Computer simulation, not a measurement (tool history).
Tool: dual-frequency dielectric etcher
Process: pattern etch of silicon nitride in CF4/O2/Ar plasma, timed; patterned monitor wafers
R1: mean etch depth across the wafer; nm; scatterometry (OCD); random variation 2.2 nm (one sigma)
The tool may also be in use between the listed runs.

Run 1, hour 0.0: source power (W) 660, bias power (W) 49, Ar flow (sccm) 105, CF4 flow (sccm) 136, etch time (s) 224. Result: R1 567.15 nm.
Run 2, hour 6.7: source power (W) 610, bias power (W) 49, Ar flow (sccm) 105, CF4 flow (sccm) 136, etch time (s) 224. Result: R1 526.72 nm.
Run 3, hour 7.5: source power (W) 610, bias power (W) 49, Ar flow (sccm) 114, CF4 flow (sccm) 136, etch time (s) 224. Result: R1 515.70 nm.
Run 4, hour 11.0: source power (W) 610, bias power (W) 49, Ar flow (sccm) 122, CF4 flow (sccm) 136, etch time (s) 224. Result: R1 513.71 nm.
Run 5, hour 17.4: source power (W) 610, bias power (W) 46, Ar flow (sccm) 122, CF4 flow (sccm) 136, etch time (s) 224. Result: R1 503.78 nm.
Run 6, hour 18.6: source power (W) 670, bias power (W) 46, Ar flow (sccm) 122, CF4 flow (sccm) 136, etch time (s) 224. Result: R1 551.43 nm.
Run 7, hour 26.9: source power (W) 670, bias power (W) 46, Ar flow (sccm) 122, CF4 flow (sccm) 136, etch time (s) 224. Result: R1 555.44 nm.
Run 8, hour 29.7: source power (W) 660, bias power (W) 46, Ar flow (sccm) 122, CF4 flow (sccm) 136, etch time (s) 224. Result: R1 550.78 nm.

Run 9 comes next. What will it give?
Run 9, hour 37.7: source power (W) 530, bias power (W) 45, Ar flow (sccm) 123, CF4 flow (sccm) 136, etch time (s) 224. Result: R1 ?.

Run 9 gave R1 434.25 nm.
